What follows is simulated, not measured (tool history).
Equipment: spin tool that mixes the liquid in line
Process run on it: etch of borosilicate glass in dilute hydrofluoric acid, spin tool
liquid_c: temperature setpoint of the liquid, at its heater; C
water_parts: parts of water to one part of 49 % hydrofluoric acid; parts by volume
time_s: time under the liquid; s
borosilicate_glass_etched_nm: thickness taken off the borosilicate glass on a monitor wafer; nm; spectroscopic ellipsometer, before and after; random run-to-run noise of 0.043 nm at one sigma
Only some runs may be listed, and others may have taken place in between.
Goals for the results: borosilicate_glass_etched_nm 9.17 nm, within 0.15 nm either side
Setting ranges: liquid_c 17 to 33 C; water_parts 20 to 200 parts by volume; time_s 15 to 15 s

run    day  liquid_c  water_parts  time_s  borosilicate_glass_etched_nm
  1      0        25          110      15                         2.926
  2  0.217        25          110      15                        2.9308
  3  0.288        27           90      15                        3.9296
  4  0.433        27           90      15                        3.9914
  5  0.475        27           90      15                        3.9741
  6  0.596        27          105      15                        3.3559
  7  0.721        27          105      15                        3.3344
  8  0.746      28.5           90      15                        4.2209
  9  0.992      29.5           80      15                        4.9602
 10  1.067      30.5           70      15                         6.051
 11  1.346      30.5           70      15                        6.0464
 12  1.433        31           65      15                        6.6708
 13   1.75      31.5           60      15                        7.4552
 14  1.783        32           60      15                        7.5159

4 candidate next runs follow, results not yet known. Just one meets every target within its allowed miss. Identify it.
  A  1.817        32           45      15                             ?
  B  1.817        30           45      15                             ?
  C  1.817        32           50      15                             ?
  D  1.817      29.5           60      15                             ?

move  borosilicate_glass_etched_nm
   A                        10.239
   B                        9.4682
   C                        9.1405
   D                        6.8061
A: takes the result that was furthest off past its target
B: takes the result that was furthest off past its target
C: each result inside its tolerance
D: the biggest miss grows against the last run
So the answer is move C, the one that meets all the targets.

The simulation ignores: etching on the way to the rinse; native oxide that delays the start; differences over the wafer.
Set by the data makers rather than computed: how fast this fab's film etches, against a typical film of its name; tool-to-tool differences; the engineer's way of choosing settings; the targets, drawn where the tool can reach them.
